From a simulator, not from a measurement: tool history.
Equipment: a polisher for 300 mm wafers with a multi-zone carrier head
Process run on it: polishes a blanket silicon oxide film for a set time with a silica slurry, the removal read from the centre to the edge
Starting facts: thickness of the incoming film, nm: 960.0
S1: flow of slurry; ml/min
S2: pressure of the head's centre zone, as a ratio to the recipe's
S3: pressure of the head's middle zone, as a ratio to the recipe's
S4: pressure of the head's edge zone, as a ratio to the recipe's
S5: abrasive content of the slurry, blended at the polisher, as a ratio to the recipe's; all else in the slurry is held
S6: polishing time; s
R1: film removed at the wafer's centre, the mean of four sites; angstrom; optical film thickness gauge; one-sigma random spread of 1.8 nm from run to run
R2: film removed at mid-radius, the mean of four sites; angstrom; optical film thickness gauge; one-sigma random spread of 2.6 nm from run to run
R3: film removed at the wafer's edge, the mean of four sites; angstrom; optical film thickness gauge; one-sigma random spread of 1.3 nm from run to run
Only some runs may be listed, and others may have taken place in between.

run 1 hour=0.0 | S1=235 S2=1.00 S3=1.00 S4=1.00 S5=1.00 S6=55 | R1=2501.8 R2=2530.8 R3=2551.4
run 2 hour=7.1 | S1=235 S2=1.00 S3=0.93 S4=1.00 S5=1.00 S6=55 | R1=2531.2 R2=2388.9 R3=2589.9
run 3 hour=10.1 | S1=235 S2=1.00 S3=0.87 S4=1.00 S5=1.00 S6=55 | R1=2501.6 R2=2303.9 R3=2552.7
run 4 hour=11.3 | S1=235 S2=1.00 S3=0.92 S4=1.00 S5=1.00 S6=55 | R1=2497.8 R2=2359.0 R3=2576.0
run 5 hour=19.6 | S1=235 S2=1.01 S3=0.94 S4=0.98 S5=0.95 S6=55 | R1=2514.6 R2=2373.3 R3=2501.2
run 6 hour=26.6 | S1=235 S2=1.01 S3=0.95 S4=0.96 S5=0.90 S6=54 | R1=2394.9 R2=2306.7 R3=2393.7
run 7 hour=31.1 | S1=235 S2=1.02 S3=0.96 S4=0.94 S5=0.85 S6=53 | R1=2344.3 R2=2279.9 R3=2269.3
run 8 hour=38.5 | S1=235 S2=1.03 S3=0.96 S4=0.93 S5=0.80 S6=53 | R1=2343.4 R2=2221.1 R3=2230.9
run 9 hour=44.4 | S1=235 S2=1.03 S3=0.97 S4=0.92 S5=0.75 S6=53 | R1=2278.6 R2=2251.4 R3=2204.4
run 10 hour=51.3 | S1=235 S2=1.04 S3=0.97 S4=0.91 S5=0.70 S6=52 | R1=2246.2 R2=2175.0 R3=2114.0
run 11 hour=57.6 | S1=235 S2=1.04 S3=0.97 S4=0.90 S5=0.70 S6=52 | R1=2251.1 R2=2215.7 R3=2110.4
run 12 hour=65.1 | S1=235 S2=1.04 S3=0.97 S4=0.89 S5=0.70 S6=52 | R1=2226.9 R2=2133.8 R3=2075.3
run 13 hour=70.7 | S1=235 S2=1.04 S3=0.98 S4=0.88 S5=0.70 S6=52 | R1=2191.1 R2=2178.1 R3=2063.4
run 14 hour=73.5 | S1=235 S2=1.05 S3=0.98 S4=0.87 S5=0.70 S6=52 | R1=2260.7 R2=2156.1 R3=2062.9

What does the tool deliver on the next run?
run 15 hour=74.9 | S1=235 S2=1.05 S3=0.99 S4=0.86 S5=0.70 S6=52 | R1=? R2=? R3=?

R1: 2278.7 angstrom
R2: 2232.0 angstrom
R3: 2066.2 angstrom
